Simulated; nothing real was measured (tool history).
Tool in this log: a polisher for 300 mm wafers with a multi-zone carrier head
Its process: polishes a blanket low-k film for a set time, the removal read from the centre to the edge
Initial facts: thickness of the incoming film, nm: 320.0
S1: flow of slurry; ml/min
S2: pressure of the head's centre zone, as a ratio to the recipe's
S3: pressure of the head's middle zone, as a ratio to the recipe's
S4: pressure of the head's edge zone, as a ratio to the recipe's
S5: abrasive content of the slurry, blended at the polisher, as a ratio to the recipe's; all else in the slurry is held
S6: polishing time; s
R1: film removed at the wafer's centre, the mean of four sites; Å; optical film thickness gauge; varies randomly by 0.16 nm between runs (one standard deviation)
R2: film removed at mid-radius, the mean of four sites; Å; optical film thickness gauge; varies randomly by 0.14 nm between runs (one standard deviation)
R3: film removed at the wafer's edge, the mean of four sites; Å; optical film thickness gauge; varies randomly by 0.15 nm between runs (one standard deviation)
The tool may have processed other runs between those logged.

{"run": 1, "hour": 0.0, "S1": 285, "S2": 1, "S3": 1, "S4": 1, "S5": 1, "S6": 37, "R1": 111.69, "R2": 108.38, "R3": 110.3}
{"run": 2, "hour": 7.3, "S1": 285, "S2": 0.98, "S3": 1.01, "S4": 1.04, "S5": 1.1, "S6": 37, "R1": 115.09, "R2": 115.82, "R3": 117.3}
{"run": 3, "hour": 13.2, "S1": 285, "S2": 0.95, "S3": 1, "S4": 1.08, "S5": 1.2, "S6": 37, "R1": 115.59, "R2": 116.2, "R3": 123.09}
{"run": 4, "hour": 15.0, "S1": 285, "S2": 0.95, "S3": 1, "S4": 1.02, "S5": 1.2, "S6": 37, "R1": 112.82, "R2": 117.97, "R3": 119.46}
{"run": 5, "hour": 20.9, "S1": 285, "S2": 0.95, "S3": 1.04, "S4": 1.02, "S5": 1.2, "S6": 37, "R1": 115.82, "R2": 122.21, "R3": 119.87}
{"run": 6, "hour": 23.8, "S1": 285, "S2": 0.95, "S3": 1, "S4": 1.02, "S5": 1.2, "S6": 37, "R1": 113.67, "R2": 117.65, "R3": 118.02}
{"run": 7, "hour": 27.1, "S1": 280, "S2": 0.93, "S3": 1.02, "S4": 1.07, "S5": 1.25, "S6": 37, "R1": 117.92, "R2": 121.68, "R3": 126.25}
{"hour": 33.4, "done": "worn pad replaced by a new one"}
{"run": 8, "hour": 33.4, "S1": 295, "S2": 0.86, "S3": 1.12, "S4": 1.17, "S5": 1.35, "S6": 37, "R1": 117.48, "R2": 140.56, "R3": 144.21}

Run 9, settings as shown, results not yet in. Your forecast:
{"run": 9, "hour": 41.8, "S1": 295, "S2": 0.87, "S3": 1.11, "S4": 1.17, "S5": 1.35, "S6": 37, "R1": "?", "R2": "?", "R3": "?"}

R1: 120.15 Å
R2: 142.56 Å
R3: 143.52 Å
